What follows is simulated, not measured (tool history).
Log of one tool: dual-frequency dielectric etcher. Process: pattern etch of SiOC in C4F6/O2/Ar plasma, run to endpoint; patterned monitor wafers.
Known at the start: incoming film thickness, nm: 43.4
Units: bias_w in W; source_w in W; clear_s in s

Run 1, hour 0: bias_w 373 W, source_w 310 W. Result: clear_s 16.269 s.
Run 2, hour 8.7: bias_w 339 W, source_w 310 W. Result: clear_s 16.87 s.
Run 3, hour 17: bias_w 386 W, source_w 310 W. Result: clear_s 15.956 s.
Run 4, hour 24.8: bias_w 322 W, source_w 310 W. Result: clear_s 17.063 s.
Run 5, hour 26.4: bias_w 322 W, source_w 280 W. Result: clear_s 17.717 s.
Run 6, hour 27.3: bias_w 349 W, source_w 280 W. Result: clear_s 17.136 s.

Run 7 comes next. What will it give?
Run 7, hour 33.4: bias_w 332 W, source_w 280 W. Result: clear_s ?.

clear_s: 17.434 s
